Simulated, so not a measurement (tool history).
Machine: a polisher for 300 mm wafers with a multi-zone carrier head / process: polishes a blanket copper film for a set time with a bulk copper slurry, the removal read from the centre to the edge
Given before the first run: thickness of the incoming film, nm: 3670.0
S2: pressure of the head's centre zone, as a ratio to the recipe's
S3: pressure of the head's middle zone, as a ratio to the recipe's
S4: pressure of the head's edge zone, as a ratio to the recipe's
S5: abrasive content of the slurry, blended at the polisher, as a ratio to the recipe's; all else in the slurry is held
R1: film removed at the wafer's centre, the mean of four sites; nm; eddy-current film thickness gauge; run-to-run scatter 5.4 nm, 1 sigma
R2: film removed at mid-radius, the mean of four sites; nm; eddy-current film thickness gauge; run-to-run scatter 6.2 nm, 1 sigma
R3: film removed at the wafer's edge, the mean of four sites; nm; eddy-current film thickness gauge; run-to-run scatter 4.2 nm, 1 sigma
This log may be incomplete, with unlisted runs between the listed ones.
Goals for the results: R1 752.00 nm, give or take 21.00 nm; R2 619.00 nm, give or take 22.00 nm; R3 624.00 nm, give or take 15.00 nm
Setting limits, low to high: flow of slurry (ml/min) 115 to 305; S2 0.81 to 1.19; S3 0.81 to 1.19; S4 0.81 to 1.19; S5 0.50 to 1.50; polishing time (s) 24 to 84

{"run": 1, "day": 0.0, "flow of slurry (ml/min)": 195, "S2": 1.0, "S3": 1.0, "S4": 1.0, "S5": 1.0, "polishing time (s)": 54, "R1": 612.11, "R2": 600.46, "R3": 592.82}
{"run": 2, "day": 0.296, "flow of slurry (ml/min)": 200, "S2": 1.01, "S3": 1.0, "S4": 1.0, "S5": 1.0, "polishing time (s)": 54, "R1": 625.33, "R2": 607.34, "R3": 589.26}
{"run": 3, "day": 0.442, "flow of slurry (ml/min)": 205, "S2": 1.02, "S3": 0.99, "S4": 1.01, "S5": 1.0, "polishing time (s)": 54, "R1": 626.16, "R2": 600.97, "R3": 599.5}
{"run": 4, "day": 0.55, "flow of slurry (ml/min)": 210, "S2": 1.03, "S3": 0.99, "S4": 1.01, "S5": 1.0, "polishing time (s)": 54, "R1": 640.17, "R2": 604.99, "R3": 595.52}
{"run": 5, "day": 0.6, "flow of slurry (ml/min)": 215, "S2": 1.04, "S3": 0.99, "S4": 1.01, "S5": 1.0, "polishing time (s)": 54, "R1": 650.24, "R2": 610.65, "R3": 601.24}
{"run": 6, "day": 0.883, "flow of slurry (ml/min)": 220, "S2": 1.05, "S3": 0.98, "S4": 1.01, "S5": 1.0, "polishing time (s)": 54, "R1": 656.42, "R2": 596.99, "R3": 606.57}
{"run": 7, "day": 1.058, "flow of slurry (ml/min)": 225, "S2": 1.06, "S3": 0.98, "S4": 1.01, "S5": 1.0, "polishing time (s)": 54, "R1": 669.07, "R2": 620.46, "R3": 597.43}
{"run": 8, "day": 1.254, "flow of slurry (ml/min)": 265, "S2": 1.13, "S3": 0.88, "S4": 1.08, "S5": 1.05, "polishing time (s)": 54, "R1": 732.64, "R2": 574.81, "R3": 637.77}

Pick the move, out of 4, that brings all results within their allowed miss; only one does.
{"run": "A", "day": 1.45, "flow of slurry (ml/min)": 255, "S2": 1.13, "S3": 0.94, "S4": 0.99, "S5": 1.1, "polishing time (s)": 55, "R1": "?", "R2": "?", "R3": "?"}
{"run": "B", "day": 1.45, "flow of slurry (ml/min)": 290, "S2": 1.11, "S3": 1.03, "S4": 1.04, "S5": 1.15, "polishing time (s)": 51, "R1": "?", "R2": "?", "R3": "?"}
{"run": "C", "day": 1.45, "flow of slurry (ml/min)": 295, "S2": 1.06, "S3": 0.91, "S4": 1.03, "S5": 1.15, "polishing time (s)": 53, "R1": "?", "R2": "?", "R3": "?"}
{"run": "D", "day": 1.45, "flow of slurry (ml/min)": 270, "S2": 1.08, "S3": 0.95, "S4": 1.04, "S5": 1.1, "polishing time (s)": 54, "R1": "?", "R2": "?", "R3": "?"}

move=A R1=752.23 R2=620.67 R3=629.77
move=B R1=703.60 R2=637.01 R3=610.14
move=C R1=698.77 R2=597.77 R3=632.90
move=D R1=710.73 R2=618.86 R3=636.28
A: every result within its allowed miss
B: corrects the largest miss of the last run, while another result sits out of spec
C: corrects the largest miss of the last run, while another result sits out of spec
D: corrects the largest miss of the last run, while another result sits out of spec
Correct choice: A, which meets every target
